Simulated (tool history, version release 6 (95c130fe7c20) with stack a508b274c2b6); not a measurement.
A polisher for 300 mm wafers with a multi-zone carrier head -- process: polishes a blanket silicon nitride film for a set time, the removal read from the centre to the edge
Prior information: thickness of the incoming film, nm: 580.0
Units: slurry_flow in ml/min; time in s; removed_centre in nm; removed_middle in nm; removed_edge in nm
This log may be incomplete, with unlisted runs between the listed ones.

Run 1, hour 0: slurry_flow 150 ml/min, centre_zone 1, middle_zone 1, edge_zone 1, time 73 s. Result: removed_centre 139.8 nm, removed_middle 141.6 nm, removed_edge 147.2 nm.
Run 2, hour 4.3: slurry_flow 150 ml/min, centre_zone 1.08, middle_zone 1, edge_zone 1, time 73 s. Result: removed_centre 149.41 nm, removed_middle 138.91 nm, removed_edge 145.72 nm.
Run 3, hour 8.6: slurry_flow 125 ml/min, centre_zone 1.08, middle_zone 1, edge_zone 1, time 73 s. Result: removed_centre 138.79 nm, removed_middle 133.71 nm, removed_edge 141.38 nm.
Run 4, hour 11.4: slurry_flow 125 ml/min, centre_zone 1.01, middle_zone 1, edge_zone 1, time 73 s. Result: removed_centre 133.25 nm, removed_middle 131.92 nm, removed_edge 140.44 nm.
Run 5, hour 15.6: slurry_flow 120 ml/min, centre_zone 1, middle_zone 0.99, edge_zone 0.98, time 72 s. Result: removed_centre 127.75 nm, removed_middle 129.96 nm, removed_edge 137.35 nm.
Run 6, hour 24: slurry_flow 115 ml/min, centre_zone 1, middle_zone 0.98, edge_zone 0.97, time 71 s. Result: removed_centre 121.71 nm, removed_middle 123.11 nm, removed_edge 133.27 nm.
Run 7, hour 27.9: slurry_flow 115 ml/min, centre_zone 1, middle_zone 0.97, edge_zone 0.95, time 70 s. Result: removed_centre 121.24 nm, removed_middle 122.53 nm, removed_edge 130.39 nm.

Run 8 comes next. What will it give?
Run 8, hour 35.9: slurry_flow 110 ml/min, centre_zone 1, middle_zone 0.96, edge_zone 0.94, time 69 s. Result: removed_centre ?, removed_middle ?, removed_edge ?.

removed_centre: 116.12 nm
removed_middle: 116.12 nm
removed_edge: 125.94 nm

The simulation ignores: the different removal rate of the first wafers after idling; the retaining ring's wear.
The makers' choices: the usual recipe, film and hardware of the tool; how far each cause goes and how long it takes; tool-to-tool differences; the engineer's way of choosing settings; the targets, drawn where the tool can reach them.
